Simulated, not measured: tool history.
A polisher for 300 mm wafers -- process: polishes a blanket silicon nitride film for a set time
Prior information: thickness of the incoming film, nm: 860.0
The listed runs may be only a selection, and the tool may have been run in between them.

run,hour,flow of slurry (ml/min),pressure of the wafer on the pad (kPa),speed of the pad under the wafer (cm/s),polishing time (s),film removed (Å)
1,0,260,21.4,100,90,1184.5
2,7,260,23.4,100,90,1292.3
3,8.7,260,27.6,100,90,1518
4,11.4,265,29,102,90,1607.1
5,12.6,265,25.5,102,90,1402.6
6,21.2,265,27.6,104,90,1544.5
7,26.5,265,29,106,90,1663.2
8,32,265,30.3,106,90,1721.5
9,32.6,290,33.8,110,90,1977.8

Run 10 is up next; what results do you expect?
10,34.1,290,33.8,110,90,?

{"run 10": {"film removed (Å)": 1966.4}}
